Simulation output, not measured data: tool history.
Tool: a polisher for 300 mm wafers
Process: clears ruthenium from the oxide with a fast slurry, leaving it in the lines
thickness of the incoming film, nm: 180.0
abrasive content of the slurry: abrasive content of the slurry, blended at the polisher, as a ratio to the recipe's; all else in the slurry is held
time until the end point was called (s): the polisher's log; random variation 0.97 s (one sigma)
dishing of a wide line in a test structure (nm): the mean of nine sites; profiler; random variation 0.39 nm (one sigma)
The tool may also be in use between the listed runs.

run	day	flow of slurry (ml/min)	pressure of the wafer on the pad (psi)	speed of the pad under the wafer (m/s)	abrasive content of the slurry	overpolish time after the end point (s)	time until the end point was called (s)	dishing of a wide line in a test structure (nm)
1	0	300	1.8	0.82	1	27	76.727	32.286
2	0.312	300	1.8	0.82	1	17	74.8	23.093
3	0.496	300	1.8	0.82	0.8	17	89.056	20.314
4	0.588	360	1.8	0.82	0.8	17	87.076	21.594
5	0.742	360	1.8	0.82	0.95	17	76.841	23.676
6	0.804	360	1.8	0.82	0.95	8	79.471	11.915
7	0.958	360	1.9	0.82	0.95	9	74.704	14.748
8	1.092	360	2	0.82	0.95	9	73.065	14.791

The next listed run, before its measurement:
9	1.296	360	2.1	0.82	0.95	9	?	?

{"run 9": {"time until the end point was called (s)": 68.857, "dishing of a wide line in a test structure (nm)": 15.813}}
